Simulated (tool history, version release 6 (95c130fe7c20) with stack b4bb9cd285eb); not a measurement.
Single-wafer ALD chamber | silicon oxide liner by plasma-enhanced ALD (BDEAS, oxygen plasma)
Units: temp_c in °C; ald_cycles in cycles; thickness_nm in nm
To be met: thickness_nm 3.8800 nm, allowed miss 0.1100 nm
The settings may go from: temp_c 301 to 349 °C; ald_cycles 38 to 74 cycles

| run | hour | temp_c | ald_cycles | thickness_nm |
|---|---|---|---|---|
| 1 | 0.0 | 325 | 56 | 5.1688 |
| 2 | 7.5 | 325 | 48 | 4.4364 |
| 3 | 12.3 | 314 | 48 | 4.4798 |
| 4 | 15.5 | 314 | 51 | 4.7826 |
| 5 | 21.2 | 315 | 47 | 4.3909 |
| 6 | 25.5 | 321 | 47 | 4.3555 |
| 7 | 34.1 | 321 | 45 | 4.1792 |
| 8 | 39.4 | 321 | 44 | 4.0831 |
| 9 | 42.3 | 321 | 43 | 4.0049 |

4 next moves are on the table. One of them brings every result within its allowed miss. Which?
| A | 45.2 | 318 | 42 | ? |
| B | 45.2 | 325 | 47 | ? |
| C | 45.2 | 313 | 45 | ? |
| D | 45.2 | 322 | 39 | ? |

| move | thickness_nm |
|---|---|
| A | 3.9206 |
| B | 4.3483 |
| C | 4.2273 |
| D | 3.6220 |
A: meets every target
B: further off than the last run
C: further off than the last run
D: takes the result that was furthest off past its target
The right move is A.
